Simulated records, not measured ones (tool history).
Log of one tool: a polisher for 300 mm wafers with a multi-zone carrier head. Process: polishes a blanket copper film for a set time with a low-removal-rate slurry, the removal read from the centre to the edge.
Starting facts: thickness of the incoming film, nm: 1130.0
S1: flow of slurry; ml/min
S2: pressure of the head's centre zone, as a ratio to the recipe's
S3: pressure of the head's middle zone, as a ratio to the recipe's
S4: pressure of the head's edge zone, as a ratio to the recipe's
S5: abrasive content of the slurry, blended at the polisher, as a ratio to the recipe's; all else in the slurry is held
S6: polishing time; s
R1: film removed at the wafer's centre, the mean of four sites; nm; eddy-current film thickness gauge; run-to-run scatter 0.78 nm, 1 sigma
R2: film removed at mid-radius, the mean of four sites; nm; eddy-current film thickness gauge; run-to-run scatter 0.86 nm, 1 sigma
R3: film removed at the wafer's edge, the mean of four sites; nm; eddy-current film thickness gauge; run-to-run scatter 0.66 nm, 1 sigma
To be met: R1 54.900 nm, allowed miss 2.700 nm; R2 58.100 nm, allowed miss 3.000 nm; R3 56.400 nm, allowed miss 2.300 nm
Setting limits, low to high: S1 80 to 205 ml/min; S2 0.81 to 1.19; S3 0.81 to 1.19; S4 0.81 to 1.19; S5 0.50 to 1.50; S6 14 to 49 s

run  hour   S1    S2    S3    S4    S5  S6       R1       R2      R3
  1   0.0  135  1.00  1.00  1.00  1.00  31   96.056   93.954  93.240
  2   1.7  135  1.07  1.00  1.00  1.00  31  102.210   94.243  95.271
  3   7.4  135  1.07  1.00  1.00  1.10  31  106.000   97.211  97.149
  4   7.9  135  1.07  1.06  1.00  1.10  31  106.080  103.710  98.912
  5  11.8  130  1.02  1.04  0.97  0.95  29   91.434   89.993  86.810
  6  20.5  130  1.02  1.04  0.90  0.95  29   90.643   91.432  84.805
  7  21.3  125  0.99  1.03  0.89  0.85  27   78.684   83.452  75.952
  8  26.7  120  0.98  1.00  0.89  0.75  26   72.175   72.819  71.189
  9  33.3  120  0.97  1.00  0.88  0.70  25   69.679   69.866  66.912
 10  38.5  120  0.95  0.99  0.88  0.65  24   63.443   66.883  62.729
 11  42.5  120  0.94  0.98  0.88  0.60  24   64.407   65.597  63.547
 12  44.1  115  0.93  0.98  0.87  0.55  24   59.736   64.100  61.356
 13  50.3  110  0.93  0.97  0.86  0.55  24   60.581   62.769  59.806
 14  54.5  105  0.92  0.96  0.86  0.55  24   58.113   60.983  59.914
 15  57.7  100  0.92  0.96  0.85  0.55  24   58.025   60.614  58.224

Consider the 5 candidate settings below. Which is the only one whose results all fall within their allowed miss of target?
  A  60.9  120  0.86  0.92  0.86  0.50  25   ?   ?   ?
  B  60.9  145  0.96  1.07  0.81  0.50  22   ?   ?   ?
  C  60.9   90  0.92  0.97  0.82  0.60  24   ?   ?   ?
  D  60.9  105  0.87  1.01  0.82  0.60  25   ?   ?   ?
  E  60.9   85  1.15  0.94  0.86  0.50  26   ?   ?   ?

move      R1      R2      R3
   A  58.528  62.228  62.625
   B  59.853  65.051  55.364
   C  55.159  58.497  56.823
   D  58.129  66.482  61.284
   E  69.342  58.733  60.330
A: further off than the last run
B: further off than the last run
C: meets every target
D: further off than the last run
E: further off than the last run
The move that meets every target is C.

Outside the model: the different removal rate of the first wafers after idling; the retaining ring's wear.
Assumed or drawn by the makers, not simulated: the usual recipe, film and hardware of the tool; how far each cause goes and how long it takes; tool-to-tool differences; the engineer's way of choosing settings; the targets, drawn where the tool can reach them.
